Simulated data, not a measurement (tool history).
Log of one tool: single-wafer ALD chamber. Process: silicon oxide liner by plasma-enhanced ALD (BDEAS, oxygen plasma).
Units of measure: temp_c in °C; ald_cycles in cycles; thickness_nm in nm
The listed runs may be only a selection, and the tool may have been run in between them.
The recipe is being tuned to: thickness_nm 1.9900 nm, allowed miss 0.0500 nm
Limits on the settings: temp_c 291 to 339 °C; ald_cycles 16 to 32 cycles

run  hour  temp_c  ald_cycles  thickness_nm
  1   0.0     315          24        2.3852
  2   4.8     315          27        2.6877
  3   7.2     316          25        2.4635
  4  11.4     317          24        2.3950
  5  15.2     317          27        2.6919
  6  20.0     317          29        2.8730
  7  27.1     318          26        2.5588
  8  34.3     320          24        2.3783
  9  40.7     320          24        2.3642

Which one of the following 5 next-run settings gets every result inside its allowed miss? There is exactly one.
  A  47.1     323          32             ?
  B  47.1     312          20             ?
  C  47.1     322          19             ?
  D  47.1     329          19             ?
  E  47.1     323          22             ?

move  thickness_nm
   A        3.1459
   B        2.0019
   C        1.8710
   D        1.8494
   E        2.1628
A: further off than the last run
B: hits every target within its allowed miss
C: takes the biggest miss from the last run beyond its target
D: takes the biggest miss from the last run beyond its target
E: nearer than the last run, and not there yet
The move that meets every target is B.
